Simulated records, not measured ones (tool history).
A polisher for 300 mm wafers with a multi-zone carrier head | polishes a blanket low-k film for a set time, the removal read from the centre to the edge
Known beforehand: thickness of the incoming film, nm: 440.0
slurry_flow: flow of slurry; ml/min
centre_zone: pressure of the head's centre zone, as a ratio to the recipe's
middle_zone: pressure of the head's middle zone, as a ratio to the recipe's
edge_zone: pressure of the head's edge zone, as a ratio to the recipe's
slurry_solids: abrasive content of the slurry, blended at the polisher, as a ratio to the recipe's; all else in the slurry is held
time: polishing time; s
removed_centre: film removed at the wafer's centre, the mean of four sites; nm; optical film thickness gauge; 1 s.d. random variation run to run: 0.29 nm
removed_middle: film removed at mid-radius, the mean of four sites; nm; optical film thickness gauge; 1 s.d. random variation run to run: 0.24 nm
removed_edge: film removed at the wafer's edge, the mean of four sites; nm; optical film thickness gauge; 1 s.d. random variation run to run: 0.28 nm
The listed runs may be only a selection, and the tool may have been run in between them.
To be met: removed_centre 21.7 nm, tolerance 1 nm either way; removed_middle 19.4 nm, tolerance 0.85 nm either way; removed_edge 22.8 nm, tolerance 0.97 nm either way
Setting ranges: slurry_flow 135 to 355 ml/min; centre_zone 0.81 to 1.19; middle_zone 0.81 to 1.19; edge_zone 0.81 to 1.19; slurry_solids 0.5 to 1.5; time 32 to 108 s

Run 1, hour 0: slurry_flow 225 ml/min, centre_zone 1, middle_zone 1, edge_zone 1, slurry_solids 1, time 70 s. Result: removed_centre 19.232 nm, removed_middle 19.676 nm, removed_edge 18.584 nm.
Run 2, hour 8.1: slurry_flow 230 ml/min, centre_zone 1, middle_zone 0.96, edge_zone 1.05, slurry_solids 1.05, time 70 s. Result: removed_centre 18.868 nm, removed_middle 19.589 nm, removed_edge 19.587 nm.
Run 3, hour 9.2: slurry_flow 230 ml/min, centre_zone 1, middle_zone 1.01, edge_zone 1.05, slurry_solids 1.05, time 70 s. Result: removed_centre 19.022 nm, removed_middle 20.382 nm, removed_edge 19.595 nm.
Run 4, hour 11.3: slurry_flow 230 ml/min, centre_zone 1, middle_zone 1.01, edge_zone 1.05, slurry_solids 1.05, time 60 s. Result: removed_centre 16.687 nm, removed_middle 17.479 nm, removed_edge 16.586 nm.
Run 5, hour 13.1: slurry_flow 230 ml/min, centre_zone 1, middle_zone 0.95, edge_zone 1.05, slurry_solids 1.05, time 60 s. Result: removed_centre 16.583 nm, removed_middle 16.296 nm, removed_edge 16.656 nm.
Run 6, hour 13.8: slurry_flow 230 ml/min, centre_zone 1.02, middle_zone 0.92, edge_zone 1.08, slurry_solids 1.2, time 61 s. Result: removed_centre 17.999 nm, removed_middle 17.4 nm, removed_edge 18.139 nm.
Run 7, hour 17.9: slurry_flow 235 ml/min, centre_zone 1.03, middle_zone 0.89, edge_zone 1.11, slurry_solids 1.3, time 62 s. Result: removed_centre 18.963 nm, removed_middle 17.051 nm, removed_edge 19.024 nm.
Run 8, hour 18.7: slurry_flow 235 ml/min, centre_zone 1.03, middle_zone 0.89, edge_zone 1.13, slurry_solids 1.35, time 64 s. Result: removed_centre 19.704 nm, removed_middle 18.047 nm, removed_edge 19.903 nm.
Run 9, hour 27.3: slurry_flow 235 ml/min, centre_zone 1.03, middle_zone 0.88, edge_zone 1.14, slurry_solids 1.4, time 66 s. Result: removed_centre 20.714 nm, removed_middle 18.656 nm, removed_edge 21.089 nm.
Run 10, hour 33.7: slurry_flow 235 ml/min, centre_zone 1.03, middle_zone 0.88, edge_zone 1.15, slurry_solids 1.45, time 67 s. Result: removed_centre 21.658 nm, removed_middle 19.119 nm, removed_edge 21.35 nm.
Run 11, hour 41.2: slurry_flow 235 ml/min, centre_zone 0.96, middle_zone 0.83, edge_zone 1.19, slurry_solids 1.5, time 71 s. Result: removed_centre 20.804 nm, removed_middle 19.846 nm, removed_edge 23.947 nm.

Which single option among these 5 for the next run brings every result within its allowed miss of target? Just one does.
Run A, hour 48.7: slurry_flow 255 ml/min, centre_zone 1, middle_zone 0.86, edge_zone 1.17, slurry_solids 1.5, time 68 s. Result: removed_centre ?, removed_middle ?, removed_edge ?.
Run B, hour 48.7: slurry_flow 230 ml/min, centre_zone 0.91, middle_zone 0.81, edge_zone 1.19, slurry_solids 1.5, time 70 s. Result: removed_centre ?, removed_middle ?, removed_edge ?.
Run C, hour 48.7: slurry_flow 210 ml/min, centre_zone 1.04, middle_zone 0.89, edge_zone 1.03, slurry_solids 1.5, time 68 s. Result: removed_centre ?, removed_middle ?, removed_edge ?.
Run D, hour 48.7: slurry_flow 240 ml/min, centre_zone 0.97, middle_zone 0.81, edge_zone 1.19, slurry_solids 1.5, time 73 s. Result: removed_centre ?, removed_middle ?, removed_edge ?.
Run E, hour 48.7: slurry_flow 255 ml/min, centre_zone 0.88, middle_zone 0.94, edge_zone 1.13, slurry_solids 1.45, time 70 s. Result: removed_centre ?, removed_middle ?, removed_edge ?.

move  removed_centre  removed_middle  removed_edge
   A          21.569          19.305        23.388
   B          19.885          18.679        24.064
   C           21.79          19.339        21.489
   D          22.257          19.585        25.203
   E          19.332          21.194        23.383
A: each result inside its tolerance
B: lands further from the targets than the last run did
C: takes the biggest miss from the last run beyond its target
D: lands further from the targets than the last run did
E: puts the biggest miss on target and leaves a different result outside tolerance
A meets every target.

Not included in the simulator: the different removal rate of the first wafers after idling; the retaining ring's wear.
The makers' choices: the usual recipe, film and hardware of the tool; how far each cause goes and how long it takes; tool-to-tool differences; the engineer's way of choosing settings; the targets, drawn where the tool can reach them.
